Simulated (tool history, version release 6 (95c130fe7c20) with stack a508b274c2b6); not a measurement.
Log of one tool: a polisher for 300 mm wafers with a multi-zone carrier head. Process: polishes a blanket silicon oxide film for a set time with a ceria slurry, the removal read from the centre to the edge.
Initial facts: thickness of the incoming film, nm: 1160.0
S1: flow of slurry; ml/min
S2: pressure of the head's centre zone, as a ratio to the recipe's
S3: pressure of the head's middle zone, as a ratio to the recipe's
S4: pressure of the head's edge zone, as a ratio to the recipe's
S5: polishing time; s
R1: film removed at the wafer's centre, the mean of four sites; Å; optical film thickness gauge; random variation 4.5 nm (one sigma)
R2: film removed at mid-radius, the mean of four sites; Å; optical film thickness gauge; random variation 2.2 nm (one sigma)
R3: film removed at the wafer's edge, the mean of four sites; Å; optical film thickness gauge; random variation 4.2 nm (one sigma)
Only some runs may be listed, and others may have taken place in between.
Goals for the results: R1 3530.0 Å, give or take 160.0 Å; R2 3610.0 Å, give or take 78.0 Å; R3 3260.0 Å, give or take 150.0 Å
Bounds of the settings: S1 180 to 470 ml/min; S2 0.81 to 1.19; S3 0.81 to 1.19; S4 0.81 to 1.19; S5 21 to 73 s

Run 1, day 0.000: S1 300 ml/min, S2 1.00, S3 1.00, S4 1.00, S5 47 s. Result: R1 2532.1 Å, R2 2594.1 Å, R3 2563.6 Å.
Run 2, day 0.342: S1 300 ml/min, S2 1.00, S3 0.94, S4 1.00, S5 47 s. Result: R1 2630.0 Å, R2 2450.3 Å, R3 2612.1 Å.
Run 3, day 0.383: S1 300 ml/min, S2 1.00, S3 1.00, S4 1.00, S5 47 s. Result: R1 2536.0 Å, R2 2574.5 Å, R3 2556.5 Å.
Run 4, day 0.708: S1 300 ml/min, S2 1.00, S3 0.93, S4 1.00, S5 47 s. Result: R1 2537.6 Å, R2 2441.0 Å, R3 2586.1 Å.
Run 5, day 0.775: S1 300 ml/min, S2 1.05, S3 0.93, S4 1.00, S5 47 s. Result: R1 2713.3 Å, R2 2426.2 Å, R3 2568.9 Å.
Run 6, day 0.912: S1 310 ml/min, S2 1.06, S3 0.97, S4 1.02, S5 49 s. Result: R1 2870.5 Å, R2 2618.7 Å, R3 2703.8 Å.
Run 7, day 1.133: S1 320 ml/min, S2 1.07, S3 1.00, S4 1.04, S5 50 s. Result: R1 2967.5 Å, R2 2759.8 Å, R3 2829.8 Å.
Run 8, day 1.429: S1 330 ml/min, S2 1.08, S3 1.03, S4 1.05, S5 51 s. Result: R1 2946.7 Å, R2 2892.6 Å, R3 2913.9 Å.
Run 9, day 1.633: S1 330 ml/min, S2 1.10, S3 1.05, S4 1.05, S5 52 s. Result: R1 3086.2 Å, R2 3022.7 Å, R3 2935.2 Å.
Run 10, day 1.958: S1 335 ml/min, S2 1.11, S3 1.07, S4 1.06, S5 53 s. Result: R1 3200.5 Å, R2 3102.6 Å, R3 3030.5 Å.

Of the 5 settings listed for the next run, only one would bring every result within its allowed miss of target. Which one?
Run A, day 2.283: S1 370 ml/min, S2 1.03, S3 1.09, S4 1.07, S5 57 s. Result: R1 ?, R2 ?, R3 ?.
Run B, day 2.283: S1 345 ml/min, S2 1.10, S3 0.86, S4 1.17, S5 53 s. Result: R1 ?, R2 ?, R3 ?.
Run C, day 2.283: S1 325 ml/min, S2 1.16, S3 0.93, S4 1.19, S5 55 s. Result: R1 ?, R2 ?, R3 ?.
Run D, day 2.283: S1 340 ml/min, S2 0.98, S3 1.19, S4 1.16, S5 53 s. Result: R1 ?, R2 ?, R3 ?.
Run E, day 2.283: S1 300 ml/min, S2 1.06, S3 1.10, S4 0.97, S5 61 s. Result: R1 ?, R2 ?, R3 ?.

move      R1      R2      R3
   A  3229.7  3401.0  3326.3
   B  3186.5  2577.8  3234.9
   C  3473.5  2841.2  3372.6
   D  2839.8  3391.0  3203.8
   E  3499.1  3613.2  3353.8
A: nearer the targets than the last run, but a result is still out of spec
B: further off than the last run
C: further off than the last run
D: nearer the targets than the last run, but a result is still out of spec
E: each result inside its tolerance
So the answer is move E, the one that meets all the targets.
